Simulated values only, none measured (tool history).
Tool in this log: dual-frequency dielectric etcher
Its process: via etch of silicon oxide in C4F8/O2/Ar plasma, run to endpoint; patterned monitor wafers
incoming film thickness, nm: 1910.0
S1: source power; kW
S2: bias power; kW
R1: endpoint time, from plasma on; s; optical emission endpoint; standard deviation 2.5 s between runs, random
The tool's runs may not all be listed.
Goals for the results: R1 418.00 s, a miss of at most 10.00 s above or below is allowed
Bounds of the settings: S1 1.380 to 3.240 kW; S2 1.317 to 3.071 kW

| run | hour | S1 | S2 | R1 |
|---|---|---|---|---|
| 1 | 0.0 | 2.310 | 2.194 | 336.71 |
| 2 | 6.9 | 2.120 | 2.194 | 348.69 |
| 3 | 13.3 | 1.920 | 2.082 | 369.30 |
| 4 | 15.3 | 2.190 | 2.082 | 349.68 |
| 5 | 23.9 | 1.990 | 2.005 | 367.73 |
| 6 | 29.1 | 1.840 | 1.956 | 378.76 |
| 7 | 35.8 | 1.720 | 1.906 | 392.86 |
| 8 | 41.1 | 1.410 | 1.834 | 439.01 |

Pick the move, out of 4, that brings all results within their allowed miss; only one does.
| A | 46.4 | 1.470 | 2.008 | ? |
| B | 46.4 | 1.670 | 1.994 | ? |
| C | 46.4 | 1.380 | 1.821 | ? |
| D | 46.4 | 1.660 | 1.943 | ? |

| move | R1 |
|---|---|
| A | 419.26 |
| B | 397.39 |
| C | 439.99 |
| D | 400.61 |
A: hits every target within its allowed miss
B: carries the result that was furthest off beyond its target, to the other side
C: as far off as the last run
D: carries the result that was furthest off beyond its target, to the other side
Go with A: it meets all targets.
